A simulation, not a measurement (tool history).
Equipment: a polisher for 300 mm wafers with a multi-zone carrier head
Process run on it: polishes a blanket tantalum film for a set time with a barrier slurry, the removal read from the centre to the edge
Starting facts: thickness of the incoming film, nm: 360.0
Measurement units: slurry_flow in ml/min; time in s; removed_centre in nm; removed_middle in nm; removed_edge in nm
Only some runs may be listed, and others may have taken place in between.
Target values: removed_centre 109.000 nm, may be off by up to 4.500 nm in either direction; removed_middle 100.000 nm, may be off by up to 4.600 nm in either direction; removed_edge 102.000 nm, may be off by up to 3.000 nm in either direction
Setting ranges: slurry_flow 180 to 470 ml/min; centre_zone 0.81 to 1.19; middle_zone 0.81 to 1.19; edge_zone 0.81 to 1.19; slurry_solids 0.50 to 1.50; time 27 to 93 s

run    day  slurry_flow  centre_zone  middle_zone  edge_zone  slurry_solids  time  removed_centre  removed_middle  removed_edge
  1  0.000          300         1.00         1.00       1.00           1.00    59          74.957          72.266        76.075
  2  0.367          300         1.00         1.00       0.94           1.00    59          74.289          73.226        72.745
  3  0.646          300         1.00         0.94       0.94           1.00    59          72.417          69.318        74.579
  4  0.896          300         1.00         1.00       0.94           1.00    59          74.379          73.946        73.403
  5  0.975          300         1.00         1.00       0.94           1.00    65          81.732          81.129        81.463
  6  1.179          300         1.03         1.00       0.94           1.00    65          83.894          80.021        80.169
  7  1.512          325         1.12         1.07       1.04           1.25    68          98.685          94.281        93.931
  8  1.758          330         1.14         1.07       1.05           1.30    68         101.200          96.412        95.383
  9  1.875          335         1.15         1.07       1.06           1.35    68         106.280          98.600        95.369
 10  2.171          330         1.15         1.06       1.09           1.35    68         102.620          98.281        96.935
 11  2.429          335         1.16         1.04       1.10           1.40    68         104.970          97.842        97.370
 12  2.471          335         1.17         1.03       1.12           1.40    68         107.290          94.293       100.570

Which one of the following 4 next-run settings gets every result inside its allowed miss? There is exactly one.
  A  2.512          450         1.17         0.96       1.19           1.30    68               ?               ?             ?
  B  2.512          285         1.11         1.07       1.02           1.40    70               ?               ?             ?
  C  2.512          320         1.18         0.95       1.18           1.30    71               ?               ?             ?
  D  2.512          270         1.12         1.00       1.03           1.50    73               ?               ?             ?

move  removed_centre  removed_middle  removed_edge
   A         106.620          88.740       104.030
   B         102.530          98.469        97.941
   C         109.340          89.727       106.230
   D         108.680          97.841       103.780
A: its largest miss is bigger than the last run's
B: corrects the largest miss of the last run, while another result sits out of spec
C: its largest miss is bigger than the last run's
D: all results in spec
So the answer is move D, the one that meets all the targets.

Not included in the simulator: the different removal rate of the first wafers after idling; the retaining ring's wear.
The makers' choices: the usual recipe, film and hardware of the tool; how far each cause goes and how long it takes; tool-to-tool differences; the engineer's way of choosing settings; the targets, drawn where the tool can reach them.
